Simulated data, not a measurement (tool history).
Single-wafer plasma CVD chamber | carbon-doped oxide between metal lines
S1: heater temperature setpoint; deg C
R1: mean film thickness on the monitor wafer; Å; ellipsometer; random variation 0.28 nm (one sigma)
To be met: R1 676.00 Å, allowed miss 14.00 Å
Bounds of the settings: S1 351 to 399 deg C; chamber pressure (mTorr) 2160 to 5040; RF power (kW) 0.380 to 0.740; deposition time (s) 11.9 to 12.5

{"run": 1, "day": 0.0, "S1": 375, "chamber pressure (mTorr)": 3600, "RF power (kW)": 0.56, "deposition time (s)": 12.5, "R1": 595.67}
{"run": 2, "day": 0.362, "S1": 375, "chamber pressure (mTorr)": 3600, "RF power (kW)": 0.495, "deposition time (s)": 12.5, "R1": 552.53}
{"run": 3, "day": 0.429, "S1": 373, "chamber pressure (mTorr)": 3750, "RF power (kW)": 0.53, "deposition time (s)": 12.5, "R1": 576.6}
{"run": 4, "day": 0.788, "S1": 373, "chamber pressure (mTorr)": 4040, "RF power (kW)": 0.53, "deposition time (s)": 12.5, "R1": 583.57}
{"run": 5, "day": 0.812, "S1": 373, "chamber pressure (mTorr)": 4040, "RF power (kW)": 0.605, "deposition time (s)": 12.5, "R1": 630.71}
{"run": 6, "day": 1.038, "S1": 373, "chamber pressure (mTorr)": 3800, "RF power (kW)": 0.605, "deposition time (s)": 12.5, "R1": 624.78}
{"run": 7, "day": 1.083, "S1": 373, "chamber pressure (mTorr)": 3870, "RF power (kW)": 0.62, "deposition time (s)": 12.5, "R1": 640.7}
{"run": 8, "day": 1.183, "S1": 372, "chamber pressure (mTorr)": 3910, "RF power (kW)": 0.63, "deposition time (s)": 12.5, "R1": 641.47}
{"run": 9, "day": 1.221, "S1": 372, "chamber pressure (mTorr)": 3940, "RF power (kW)": 0.64, "deposition time (s)": 12.5, "R1": 647.54}
{"run": 10, "day": 1.571, "S1": 372, "chamber pressure (mTorr)": 3970, "RF power (kW)": 0.65, "deposition time (s)": 12.5, "R1": 653.36}

4 next moves are on the table. One of them brings every result within its allowed miss. Which?
{"run": "A", "day": 1.921, "S1": 369, "chamber pressure (mTorr)": 4250, "RF power (kW)": 0.67, "deposition time (s)": 12.5, "R1": "?"}
{"run": "B", "day": 1.921, "S1": 367, "chamber pressure (mTorr)": 3730, "RF power (kW)": 0.63, "deposition time (s)": 12.0, "R1": "?"}
{"run": "C", "day": 1.921, "S1": 365, "chamber pressure (mTorr)": 4590, "RF power (kW)": 0.615, "deposition time (s)": 12.0, "R1": "?"}
{"run": "D", "day": 1.921, "S1": 388, "chamber pressure (mTorr)": 4480, "RF power (kW)": 0.63, "deposition time (s)": 12.3, "R1": "?"}

move=A R1=677.27
move=B R1=621.27
move=C R1=630.62
move=D R1=625.44
A: meets every target
B: further off than the last run
C: further off than the last run
D: further off than the last run
Answer: A
